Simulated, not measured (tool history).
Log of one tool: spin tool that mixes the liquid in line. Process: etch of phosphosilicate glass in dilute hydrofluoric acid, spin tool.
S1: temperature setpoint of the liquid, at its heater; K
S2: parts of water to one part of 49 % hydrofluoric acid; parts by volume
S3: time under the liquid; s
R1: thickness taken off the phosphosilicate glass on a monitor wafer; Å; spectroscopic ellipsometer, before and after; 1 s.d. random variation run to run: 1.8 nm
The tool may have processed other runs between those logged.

| run | hour | S1 | S2 | S3 | R1 |
|---|---|---|---|---|---|
| 1 | 0 | 297.15 | 135 | 50 | 766.45 |
| 2 | 0.9 | 297.15 | 135 | 50 | 769.71 |
| 3 | 9.7 | 300.65 | 135 | 50 | 865.84 |
| 4 | 18.7 | 300.65 | 135 | 50 | 869.89 |
| 5 | 21 | 301.65 | 110 | 50 | 1148.9 |
| 6 | 24.6 | 300.65 | 110 | 50 | 1096.5 |
| 7 | 29.1 | 300.65 | 110 | 50 | 1106.6 |
| 8 | 30.5 | 301.65 | 95 | 50 | 1349.9 |
| 9 | 37.3 | 305.15 | 65 | 50 | 2370.5 |
| 10 | 44.8 | 304.15 | 65 | 50 | 2275.7 |
| 11 | 53.1 | 304.15 | 65 | 50 | 2269.8 |

Run 12 has not been measured yet. What should we expect?
| 12 | 55.3 | 303.65 | 65 | 50 | ? |

R1: 2258.3 Å

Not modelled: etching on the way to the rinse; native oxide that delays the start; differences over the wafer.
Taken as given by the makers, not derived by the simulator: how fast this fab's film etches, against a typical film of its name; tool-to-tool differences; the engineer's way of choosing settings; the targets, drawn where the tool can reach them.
